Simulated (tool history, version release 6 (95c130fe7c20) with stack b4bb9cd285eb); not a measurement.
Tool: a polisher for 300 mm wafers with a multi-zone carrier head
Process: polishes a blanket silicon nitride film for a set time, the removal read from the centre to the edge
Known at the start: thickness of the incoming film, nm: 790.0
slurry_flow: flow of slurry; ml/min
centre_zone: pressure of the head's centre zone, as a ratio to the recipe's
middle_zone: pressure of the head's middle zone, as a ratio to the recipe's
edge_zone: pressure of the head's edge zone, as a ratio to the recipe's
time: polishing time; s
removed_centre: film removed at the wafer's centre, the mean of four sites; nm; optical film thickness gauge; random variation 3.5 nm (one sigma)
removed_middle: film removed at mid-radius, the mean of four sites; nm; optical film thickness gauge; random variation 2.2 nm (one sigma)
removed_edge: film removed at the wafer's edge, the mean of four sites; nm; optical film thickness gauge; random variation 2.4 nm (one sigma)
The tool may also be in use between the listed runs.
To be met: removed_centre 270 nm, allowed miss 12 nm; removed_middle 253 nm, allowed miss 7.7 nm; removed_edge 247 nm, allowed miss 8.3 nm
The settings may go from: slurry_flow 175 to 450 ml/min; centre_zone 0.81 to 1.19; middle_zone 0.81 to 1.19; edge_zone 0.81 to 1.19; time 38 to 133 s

Run 1, hour 0: slurry_flow 290 ml/min, centre_zone 1, middle_zone 1, edge_zone 1, time 85 s. Result: removed_centre 182.51 nm, removed_middle 179.92 nm, removed_edge 176.88 nm.
Run 2, hour 8: slurry_flow 290 ml/min, centre_zone 1, middle_zone 1, edge_zone 1, time 76 s. Result: removed_centre 161.31 nm, removed_middle 159.02 nm, removed_edge 160.99 nm.
Run 3, hour 14.9: slurry_flow 300 ml/min, centre_zone 1.03, middle_zone 1.02, edge_zone 1.05, time 86 s. Result: removed_centre 191.68 nm, removed_middle 185.49 nm, removed_edge 185.4 nm.
Run 4, hour 17.8: slurry_flow 310 ml/min, centre_zone 1.06, middle_zone 1.04, edge_zone 1.09, time 92 s. Result: removed_centre 201.12 nm, removed_middle 200.37 nm, removed_edge 203.77 nm.
Run 5, hour 24.4: slurry_flow 310 ml/min, centre_zone 1.06, middle_zone 1.04, edge_zone 1.16, time 92 s. Result: removed_centre 207.98 nm, removed_middle 202.13 nm, removed_edge 211.76 nm.
Run 6, hour 32.6: slurry_flow 310 ml/min, centre_zone 1.1, middle_zone 1.05, edge_zone 1.13, time 98 s. Result: removed_centre 230.02 nm, removed_middle 216.9 nm, removed_edge 217.17 nm.
Run 7, hour 33.5: slurry_flow 315 ml/min, centre_zone 1.12, middle_zone 1.06, edge_zone 1.15, time 101 s. Result: removed_centre 241.49 nm, removed_middle 226.29 nm, removed_edge 229.77 nm.
Run 8, hour 38.7: slurry_flow 320 ml/min, centre_zone 1.14, middle_zone 1.08, edge_zone 1.16, time 103 s. Result: removed_centre 247.09 nm, removed_middle 233.58 nm, removed_edge 233.82 nm.
Run 9, hour 44.1: slurry_flow 320 ml/min, centre_zone 1.15, middle_zone 1.09, edge_zone 1.16, time 105 s. Result: removed_centre 260.91 nm, removed_middle 244.28 nm, removed_edge 242.73 nm.
Run 10, hour 49: slurry_flow 325 ml/min, centre_zone 1.16, middle_zone 1.1, edge_zone 1.16, time 105 s. Result: removed_centre 261.46 nm, removed_middle 243.02 nm, removed_edge 238.53 nm.

Which of these 4 next moves meets every target?
Run A, hour 53.9: slurry_flow 325 ml/min, centre_zone 1.19, middle_zone 1.11, edge_zone 1.17, time 118 s. Result: removed_centre ?, removed_middle ?, removed_edge ?.
Run B, hour 53.9: slurry_flow 295 ml/min, centre_zone 1.08, middle_zone 1.02, edge_zone 1.19, time 117 s. Result: removed_centre ?, removed_middle ?, removed_edge ?.
Run C, hour 53.9: slurry_flow 325 ml/min, centre_zone 1.18, middle_zone 1.13, edge_zone 1.19, time 107 s. Result: removed_centre ?, removed_middle ?, removed_edge ?.
Run D, hour 53.9: slurry_flow 275 ml/min, centre_zone 1.12, middle_zone 1.06, edge_zone 1.19, time 114 s. Result: removed_centre ?, removed_middle ?, removed_edge ?.

move  removed_centre  removed_middle  removed_edge
   A          307.35          275.26        266.36
   B          273.75          252.02         265.1
   C          276.38          253.46        243.61
   D          274.83          252.06        256.92
A: takes the result that was furthest off past its target
B: brings the result that was furthest off to its target, and leaves another outside
C: meets every target
D: brings the result that was furthest off to its target, and leaves another outside
Answer: C

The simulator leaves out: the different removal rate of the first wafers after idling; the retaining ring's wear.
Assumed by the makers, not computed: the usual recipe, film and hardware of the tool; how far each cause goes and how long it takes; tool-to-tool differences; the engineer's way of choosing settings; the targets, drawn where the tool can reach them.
